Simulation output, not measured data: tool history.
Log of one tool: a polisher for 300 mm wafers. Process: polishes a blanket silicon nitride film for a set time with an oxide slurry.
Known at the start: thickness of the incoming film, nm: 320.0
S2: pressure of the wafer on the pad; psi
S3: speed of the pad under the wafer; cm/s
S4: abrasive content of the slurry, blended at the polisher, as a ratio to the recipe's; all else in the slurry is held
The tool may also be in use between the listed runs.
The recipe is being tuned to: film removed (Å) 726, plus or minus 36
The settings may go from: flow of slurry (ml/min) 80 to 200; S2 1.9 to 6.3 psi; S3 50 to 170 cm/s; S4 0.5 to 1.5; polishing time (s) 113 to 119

Run 1, day 0: flow of slurry (ml/min) 130, S2 4.1 psi, S3 110 cm/s, S4 1, polishing time (s) 113. Result: film removed (Å) 939.37.
Run 2, day 0.2: flow of slurry (ml/min) 110, S2 4.1 psi, S3 110 cm/s, S4 1, polishing time (s) 113. Result: film removed (Å) 949.96.
Run 3, day 0.238: flow of slurry (ml/min) 110, S2 4.7 psi, S3 110 cm/s, S4 1, polishing time (s) 113. Result: film removed (Å) 1069.2.
Run 4, day 0.35: flow of slurry (ml/min) 110, S2 4.7 psi, S3 110 cm/s, S4 1, polishing time (s) 119. Result: film removed (Å) 1111.1.
Run 5, day 0.721: flow of slurry (ml/min) 110, S2 4.4 psi, S3 108 cm/s, S4 1, polishing time (s) 119. Result: film removed (Å) 1019.2.
Run 6, day 0.775: flow of slurry (ml/min) 110, S2 4.2 psi, S3 108 cm/s, S4 1, polishing time (s) 119. Result: film removed (Å) 1003.6.
Run 7, day 0.879: flow of slurry (ml/min) 110, S2 3.9 psi, S3 106 cm/s, S4 1, polishing time (s) 119. Result: film removed (Å) 914.89.
Run 8, day 1.204: flow of slurry (ml/min) 110, S2 3.7 psi, S3 106 cm/s, S4 1, polishing time (s) 119. Result: film removed (Å) 850.92.
Run 9, day 1.329: flow of slurry (ml/min) 110, S2 3.6 psi, S3 106 cm/s, S4 1, polishing time (s) 119. Result: film removed (Å) 846.93.
Run 10, day 1.517: flow of slurry (ml/min) 110, S2 3.5 psi, S3 106 cm/s, S4 1, polishing time (s) 119. Result: film removed (Å) 836.82.
Run 11, day 1.654: flow of slurry (ml/min) 110, S2 3.4 psi, S3 106 cm/s, S4 1, polishing time (s) 119. Result: film removed (Å) 793.67.
Run 12, day 1.921: flow of slurry (ml/min) 110, S2 3.3 psi, S3 106 cm/s, S4 1, polishing time (s) 119. Result: film removed (Å) 782.5.

Which of these 5 next moves meets every target?
Run A, day 2.188: flow of slurry (ml/min) 125, S2 3.2 psi, S3 104 cm/s, S4 1.05, polishing time (s) 113. Result: film removed (Å) ?.
Run B, day 2.188: flow of slurry (ml/min) 80, S2 3.2 psi, S3 136 cm/s, S4 1.15, polishing time (s) 119. Result: film removed (Å) ?.
Run C, day 2.188: flow of slurry (ml/min) 165, S2 2.8 psi, S3 118 cm/s, S4 1.35, polishing time (s) 119. Result: film removed (Å) ?.
Run D, day 2.188: flow of slurry (ml/min) 125, S2 3.5 psi, S3 124 cm/s, S4 0.95, polishing time (s) 117. Result: film removed (Å) ?.
Run E, day 2.188: flow of slurry (ml/min) 120, S2 3.5 psi, S3 106 cm/s, S4 0.85, polishing time (s) 119. Result: film removed (Å) ?.

move  film removed (Å)
   A            731.47
   B            888.69
   C            845.34
   D             922.9
   E            795.28
A: hits every target within its allowed miss
B: misses by more than the last run did
C: misses by more than the last run did
D: misses by more than the last run did
E: misses by more than the last run did
Answer: A

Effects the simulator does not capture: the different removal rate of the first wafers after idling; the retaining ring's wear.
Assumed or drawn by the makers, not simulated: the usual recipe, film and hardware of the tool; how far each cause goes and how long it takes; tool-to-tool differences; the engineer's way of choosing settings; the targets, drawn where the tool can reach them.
